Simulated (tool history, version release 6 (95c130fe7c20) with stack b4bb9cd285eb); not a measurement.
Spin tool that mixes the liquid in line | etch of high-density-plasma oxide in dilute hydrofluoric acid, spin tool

| run | hour | temperature setpoint of the liquid (C) | parts of water to one part of 49 % hydrofluoric acid (parts by volume) | time under the liquid (s) | thickness taken off the high-density-plasma oxide on a monitor wafer (Å) |
|---|---|---|---|---|---|
| 1 | 0.0 | 20.0 | 65 | 70 | 72.511 |
| 2 | 7.2 | 20.0 | 65 | 50 | 51.766 |
| 3 | 10.1 | 20.0 | 75 | 50 | 44.170 |
| 4 | 18.5 | 20.0 | 75 | 50 | 44.196 |
| 5 | 25.3 | 20.0 | 85 | 50 | 38.912 |
| 6 | 28.9 | 20.0 | 85 | 50 | 38.908 |
| 7 | 32.2 | 22.0 | 80 | 50 | 44.856 |
| 8 | 40.9 | 22.0 | 80 | 50 | 44.885 |

Forecast run 9:
| 9 | 49.2 | 23.5 | 75 | 50 | ? |

thickness taken off the high-density-plasma oxide on a monitor wafer (Å): 51.427
